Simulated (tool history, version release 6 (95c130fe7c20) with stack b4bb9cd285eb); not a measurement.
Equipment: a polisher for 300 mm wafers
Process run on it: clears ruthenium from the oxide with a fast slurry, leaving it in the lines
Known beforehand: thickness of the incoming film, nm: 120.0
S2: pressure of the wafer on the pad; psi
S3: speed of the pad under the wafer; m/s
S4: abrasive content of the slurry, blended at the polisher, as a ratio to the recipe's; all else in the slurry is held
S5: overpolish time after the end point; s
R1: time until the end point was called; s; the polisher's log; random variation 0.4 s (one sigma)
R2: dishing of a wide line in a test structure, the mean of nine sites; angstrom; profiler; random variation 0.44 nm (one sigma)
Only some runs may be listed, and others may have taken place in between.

Run 1, hour 0.0: flow of slurry (ml/min) 205, S2 3.2 psi, S3 1.02 m/s, S4 1.0, S5 22 s. Result: R1 29.512 s, R2 432.70 angstrom.
Run 2, hour 2.5: flow of slurry (ml/min) 205, S2 3.2 psi, S3 0.88 m/s, S4 1.0, S5 22 s. Result: R1 33.416 s, R2 417.31 angstrom.
Run 3, hour 5.3: flow of slurry (ml/min) 205, S2 3.2 psi, S3 1.02 m/s, S4 1.0, S5 22 s. Result: R1 29.037 s, R2 441.73 angstrom.
Run 4, hour 12.2: flow of slurry (ml/min) 205, S2 2.9 psi, S3 1.02 m/s, S4 1.0, S5 18 s. Result: R1 30.736 s, R2 382.00 angstrom.
Run 5, hour 18.0: flow of slurry (ml/min) 205, S2 2.9 psi, S3 1.26 m/s, S4 1.0, S5 18 s. Result: R1 25.214 s, R2 422.91 angstrom.
Run 6, hour 21.7: flow of slurry (ml/min) 205, S2 2.4 psi, S3 1.24 m/s, S4 1.0, S5 15 s. Result: R1 28.353 s, R2 351.65 angstrom.
Run 7, hour 29.5: flow of slurry (ml/min) 205, S2 2.1 psi, S3 1.22 m/s, S4 1.0, S5 15 s. Result: R1 30.927 s, R2 339.96 angstrom.

What will run 8 give?
Run 8, hour 35.2: flow of slurry (ml/min) 205, S2 1.9 psi, S3 1.20 m/s, S4 1.0, S5 14 s. Result: R1 ?, R2 ?.

Logged for run 8: R1 32.956 s, R2 299.44 angstrom.

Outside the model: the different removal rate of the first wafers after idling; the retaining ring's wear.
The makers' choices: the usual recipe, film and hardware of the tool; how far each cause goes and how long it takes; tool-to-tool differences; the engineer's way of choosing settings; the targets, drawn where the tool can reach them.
